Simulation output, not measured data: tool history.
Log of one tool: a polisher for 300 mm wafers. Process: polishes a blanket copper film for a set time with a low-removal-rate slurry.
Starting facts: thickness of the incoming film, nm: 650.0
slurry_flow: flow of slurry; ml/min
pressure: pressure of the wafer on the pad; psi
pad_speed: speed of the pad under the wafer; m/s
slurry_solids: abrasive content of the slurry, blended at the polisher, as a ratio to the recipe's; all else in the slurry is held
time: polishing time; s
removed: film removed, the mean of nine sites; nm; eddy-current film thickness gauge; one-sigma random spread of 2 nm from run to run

run,day,slurry_flow,pressure,pad_speed,slurry_solids,time,removed
1,0.000,120,2.7,1.08,1.0,32,87.703
2,0.304,105,2.7,1.08,1.0,32,85.358
3,0.592,85,2.7,1.08,1.0,32,77.770
4,0.646,85,2.7,1.08,1.0,28,70.776
5,0.888,70,2.7,1.08,1.0,28,64.781
6,1.067,70,2.7,1.08,1.0,32,74.450
7,1.262,90,3.1,1.08,1.0,32,91.211

Run 8 has not been measured yet. What should we expect?
8,1.392,110,3.3,1.08,1.0,32,?

removed: 101.870 nm

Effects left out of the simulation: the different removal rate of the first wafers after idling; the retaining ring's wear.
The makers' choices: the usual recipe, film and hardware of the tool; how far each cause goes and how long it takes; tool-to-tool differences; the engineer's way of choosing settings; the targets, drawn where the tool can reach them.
